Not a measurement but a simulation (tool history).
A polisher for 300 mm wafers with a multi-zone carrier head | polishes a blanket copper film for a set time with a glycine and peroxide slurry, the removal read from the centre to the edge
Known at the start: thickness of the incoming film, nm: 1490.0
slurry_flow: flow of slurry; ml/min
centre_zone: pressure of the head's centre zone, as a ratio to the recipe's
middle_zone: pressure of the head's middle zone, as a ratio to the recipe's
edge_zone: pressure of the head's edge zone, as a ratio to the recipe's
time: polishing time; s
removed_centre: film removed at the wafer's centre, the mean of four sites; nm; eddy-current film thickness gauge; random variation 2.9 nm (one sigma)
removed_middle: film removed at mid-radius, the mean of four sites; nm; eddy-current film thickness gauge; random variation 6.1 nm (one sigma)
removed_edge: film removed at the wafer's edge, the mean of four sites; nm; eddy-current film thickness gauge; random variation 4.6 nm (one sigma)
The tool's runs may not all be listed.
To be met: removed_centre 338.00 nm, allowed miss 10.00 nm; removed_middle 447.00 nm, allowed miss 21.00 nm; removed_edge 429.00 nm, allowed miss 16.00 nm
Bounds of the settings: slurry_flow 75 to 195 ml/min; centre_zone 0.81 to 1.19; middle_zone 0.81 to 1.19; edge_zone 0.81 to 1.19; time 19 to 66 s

run	hour	slurry_flow	centre_zone	middle_zone	edge_zone	time	removed_centre	removed_middle	removed_edge
1	0.0	125	1.00	1.00	1.00	42	316.61	315.36	315.33
2	2.1	155	1.00	1.00	1.00	42	327.14	325.94	323.73
3	6.9	155	0.98	1.01	1.02	43	325.79	334.53	335.24
4	14.2	155	0.89	1.01	1.02	43	300.15	334.37	332.15
5	16.6	155	0.88	1.02	1.04	44	298.13	348.50	349.08
6	24.9	155	0.88	1.02	1.12	44	303.42	350.62	357.74
7	28.6	155	0.88	1.03	1.13	45	311.27	357.91	366.23
8	35.3	155	0.87	1.04	1.13	46	313.57	377.44	370.62
9	41.2	155	0.86	1.04	1.14	47	313.29	379.49	389.52
10	48.5	160	0.86	1.05	1.14	47	321.92	390.52	390.84
11	54.8	180	0.81	1.11	1.19	50	327.83	436.10	426.65

5 next moves are on the table. One of them brings every result within its allowed miss. Which?
A	61.1	195	0.86	1.01	1.19	49	?	?	?
B	61.1	195	0.81	1.08	1.19	49	?	?	?
C	61.1	185	0.89	1.08	1.18	46	?	?	?
D	61.1	165	0.84	1.04	1.19	50	?	?	?
E	61.1	195	0.84	1.13	1.19	49	?	?	?

move	removed_centre	removed_middle	removed_edge
A	342.78	398.45	420.21
B	322.83	421.91	419.82
C	330.25	392.68	390.19
D	331.20	405.43	419.98
E	335.02	438.52	419.53
A: brings the result that was furthest off to its target, and leaves another outside
B: further off than the last run
C: brings the result that was furthest off to its target, and leaves another outside
D: brings the result that was furthest off to its target, and leaves another outside
E: meets every target
The right move is E.
